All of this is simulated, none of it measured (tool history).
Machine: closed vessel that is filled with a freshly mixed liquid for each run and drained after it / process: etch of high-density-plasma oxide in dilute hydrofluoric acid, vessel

run,hour,temperature setpoint of the liquid (C),parts of water to one part of 49 % hydrofluoric acid (parts by volume),time in the liquid (s),thickness taken off the high-density-plasma oxide on a monitor wafer (Å)
1,0.0,24.0,60,175,203.58
2,7.8,27.5,60,175,230.00
3,10.1,27.5,60,190,252.57
4,14.7,26.5,60,190,243.26
5,21.6,28.0,60,190,258.28
6,24.9,29.0,60,190,270.87

Estimate the outcome of run 7 from the log above:
7,27.8,32.0,60,190,?

thickness taken off the high-density-plasma oxide on a monitor wafer (Å): 297.56
